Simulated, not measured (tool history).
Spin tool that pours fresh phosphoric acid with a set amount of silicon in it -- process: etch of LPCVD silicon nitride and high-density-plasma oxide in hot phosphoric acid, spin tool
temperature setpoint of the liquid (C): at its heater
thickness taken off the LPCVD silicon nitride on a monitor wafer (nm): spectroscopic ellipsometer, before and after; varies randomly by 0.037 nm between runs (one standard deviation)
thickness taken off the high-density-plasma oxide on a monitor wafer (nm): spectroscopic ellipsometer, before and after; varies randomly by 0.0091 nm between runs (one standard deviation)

run  hour  temperature setpoint of the liquid (C)  silicon dissolved in the acid as it is poured (mg a litre)  time under the liquid (s)  thickness taken off the LPCVD silicon nitride on a monitor wafer (nm)  thickness taken off the high-density-plasma oxide on a monitor wafer (nm)
  1   0.0                                   161.0                                                        15.0                        180                                                                18.7140                                                                    0.46365
  2   8.9                                   161.0                                                         8.5                        180                                                                18.9920                                                                    0.50770
  3  17.7                                   161.0                                                         8.5                        255                                                                26.5740                                                                    0.82604
  4  19.9                                   160.0                                                         8.5                        255                                                                25.5460                                                                    0.76760
  5  23.8                                   159.5                                                        12.0                        205                                                                20.4730                                                                    0.48914
  6  31.4                                   159.0                                                         9.5                        165                                                                16.0520                                                                    0.40015
  7  34.4                                   158.5                                                         7.5                        135                                                                13.0610                                                                    0.34316
  8  41.4                                   158.0                                                         6.0                        110                                                                10.4640                                                                    0.25681
  9  47.4                                   157.5                                                         5.0                         90                                                                 8.4351                                                                    0.18958
 10  49.1                                   157.5                                                         4.0                         80                                                                 7.4228                                                                    0.23710
 11  52.2                                   157.5                                                         5.0                         70                                                                 6.5403                                                                    0.16316
 12  53.8                                   157.5                                                         5.0                         65                                                                 6.0469                                                                    0.15108
 13  61.2                                   157.5                                                         5.5                         65                                                                 6.0835                                                                    0.15788
 14  64.9                                   157.5                                                         7.0                         65                                                                 6.0004                                                                    0.15631

Estimate the outcome of run 15 from the log above:
 15  67.3                                   157.5                                                         7.5                         65                                                                      ?                                                                          ?

{"run 15": {"thickness taken off the LPCVD silicon nitride on a monitor wafer (nm)": 6.0185, "thickness taken off the high-density-plasma oxide on a monitor wafer (nm)": 0.15675}}

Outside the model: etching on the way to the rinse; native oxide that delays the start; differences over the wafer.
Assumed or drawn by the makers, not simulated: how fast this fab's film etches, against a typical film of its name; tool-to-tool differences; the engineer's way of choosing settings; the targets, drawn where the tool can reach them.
